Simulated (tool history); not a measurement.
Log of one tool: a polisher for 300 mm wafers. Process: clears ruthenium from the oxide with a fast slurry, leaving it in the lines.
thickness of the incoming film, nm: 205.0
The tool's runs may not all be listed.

run	hour	flow of slurry (ml/min)	pressure of the wafer on the pad (psi)	speed of the pad under the wafer (m/s)	abrasive content of the slurry	overpolish time after the end point (s)	time until the end point was called (s)	dishing of a wide line in a test structure (angstrom)
1	0.0	185	1.9	1.04	1.0	21	64.830	464.82
2	3.3	185	1.9	1.04	0.9	21	67.107	458.45
3	6.2	185	2.1	1.04	0.9	21	60.920	493.16
4	11.7	185	2.1	1.04	0.9	28	61.559	608.07
5	19.5	180	1.9	1.04	0.9	28	68.156	581.64
6	26.8	180	1.9	0.82	0.9	28	85.805	496.66
7	28.6	180	1.9	0.82	0.9	28	85.073	485.89

The next listed run, before its measurement:
8	36.9	175	1.9	0.82	0.9	28	?	?

Run 8 gave time until the end point was called (s) 85.637, dishing of a wide line in a test structure (angstrom) 492.73.
